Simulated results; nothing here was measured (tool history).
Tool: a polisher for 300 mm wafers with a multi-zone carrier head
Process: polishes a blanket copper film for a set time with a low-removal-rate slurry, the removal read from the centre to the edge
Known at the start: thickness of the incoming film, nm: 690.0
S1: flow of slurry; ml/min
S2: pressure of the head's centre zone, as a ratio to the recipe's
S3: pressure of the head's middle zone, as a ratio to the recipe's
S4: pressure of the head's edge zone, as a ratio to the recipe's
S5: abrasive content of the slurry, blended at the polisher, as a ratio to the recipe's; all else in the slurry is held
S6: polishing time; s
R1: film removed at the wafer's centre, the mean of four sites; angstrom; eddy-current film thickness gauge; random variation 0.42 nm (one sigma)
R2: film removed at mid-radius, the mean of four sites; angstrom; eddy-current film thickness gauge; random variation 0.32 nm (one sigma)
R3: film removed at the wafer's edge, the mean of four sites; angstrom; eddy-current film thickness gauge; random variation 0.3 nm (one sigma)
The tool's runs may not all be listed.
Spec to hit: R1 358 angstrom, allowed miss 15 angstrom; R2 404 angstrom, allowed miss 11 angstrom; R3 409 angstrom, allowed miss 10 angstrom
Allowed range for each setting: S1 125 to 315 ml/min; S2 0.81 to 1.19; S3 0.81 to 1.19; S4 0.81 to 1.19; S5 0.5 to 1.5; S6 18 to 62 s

| run | hour | S1 | S2 | S3 | S4 | S5 | S6 | R1 | R2 | R3 |
|---|---|---|---|---|---|---|---|---|---|---|
| 1 | 0 | 205 | 1 | 1 | 1 | 1 | 40 | 539.39 | 531.77 | 544.69 |
| 2 | 7.4 | 240 | 1 | 1 | 1 | 1 | 40 | 540.25 | 553.06 | 552.72 |
| 3 | 13.4 | 240 | 1 | 1 | 1 | 0.9 | 40 | 524.57 | 541.47 | 540.22 |
| 4 | 14.4 | 240 | 1 | 1 | 1 | 1.1 | 40 | 556.88 | 553.64 | 552.46 |
| 5 | 19.1 | 240 | 1 | 1 | 0.95 | 1.1 | 40 | 549.64 | 557.13 | 551.84 |
| 6 | 22.1 | 240 | 0.99 | 0.99 | 0.94 | 1 | 39 | 515.85 | 527.27 | 526.47 |
| 7 | 26.1 | 240 | 0.98 | 0.99 | 0.93 | 0.9 | 38 | 500.91 | 511.22 | 500.17 |
| 8 | 30.2 | 240 | 0.95 | 0.98 | 0.94 | 0.85 | 37 | 467.89 | 489.48 | 485.98 |
| 9 | 39 | 235 | 0.93 | 0.97 | 0.93 | 0.8 | 36 | 432.86 | 467.74 | 465.7 |
| 10 | 45.5 | 230 | 0.92 | 0.96 | 0.91 | 0.75 | 36 | 429.5 | 456.66 | 449.65 |
|  | 51.9 | worn pad replaced by a new one |
| 11 | 51.9 | 220 | 0.9 | 0.95 | 0.91 | 0.7 | 36 | 455.13 | 508.5 | 507.42 |
| 12 | 53.3 | 235 | 0.89 | 0.95 | 0.91 | 0.7 | 35 | 462.08 | 500.18 | 500.35 |
| 13 | 58.3 | 215 | 0.9 | 0.95 | 0.91 | 0.7 | 35 | 441.88 | 489.12 | 487.65 |
| 14 | 65.7 | 205 | 0.9 | 0.94 | 0.9 | 0.7 | 34 | 431.88 | 464.52 | 468.34 |
| 15 | 73.8 | 205 | 0.89 | 0.94 | 0.9 | 0.7 | 33 | 408.47 | 451.8 | 451.18 |
| 16 | 82.6 | 200 | 0.88 | 0.93 | 0.89 | 0.7 | 32 | 405.14 | 431.2 | 439.39 |
| 17 | 84.2 | 165 | 0.81 | 0.95 | 0.87 | 0.5 | 31 | 326.82 | 397.23 | 399.2 |
| 18 | 86.6 | 170 | 0.82 | 0.95 | 0.87 | 0.5 | 31 | 335.21 | 394.23 | 399.53 |
| 19 | 91.7 | 175 | 0.82 | 0.95 | 0.87 | 0.5 | 31 | 337.72 | 400.35 | 400.53 |
| 20 | 95.4 | 180 | 0.82 | 0.95 | 0.87 | 0.5 | 31 | 336.91 | 402.84 | 399.49 |

Which single option among these 4 for the next run brings every result within its allowed miss of target? Just one does.
| A | 99.1 | 220 | 0.92 | 1.03 | 0.9 | 0.7 | 27 | ? | ? | ? |
| B | 99.1 | 170 | 0.86 | 0.95 | 0.89 | 0.55 | 31 | ? | ? | ? |
| C | 99.1 | 185 | 0.81 | 0.94 | 0.86 | 0.5 | 33 | ? | ? | ? |
| D | 99.1 | 175 | 0.81 | 1.02 | 0.9 | 0.5 | 31 | ? | ? | ? |

| move | R1 | R2 | R3 |
|---|---|---|---|
| A | 353.51 | 404.17 | 376.74 |
| B | 351.66 | 404.33 | 406.17 |
| C | 354.77 | 428.88 | 426.15 |
| D | 329.82 | 427.33 | 405.33 |
A: brings the last run's worst result on target, with another outside its allowed miss
B: every result within its allowed miss
C: brings the last run's worst result on target, with another outside its allowed miss
D: misses by more than the last run did
The right move is B.

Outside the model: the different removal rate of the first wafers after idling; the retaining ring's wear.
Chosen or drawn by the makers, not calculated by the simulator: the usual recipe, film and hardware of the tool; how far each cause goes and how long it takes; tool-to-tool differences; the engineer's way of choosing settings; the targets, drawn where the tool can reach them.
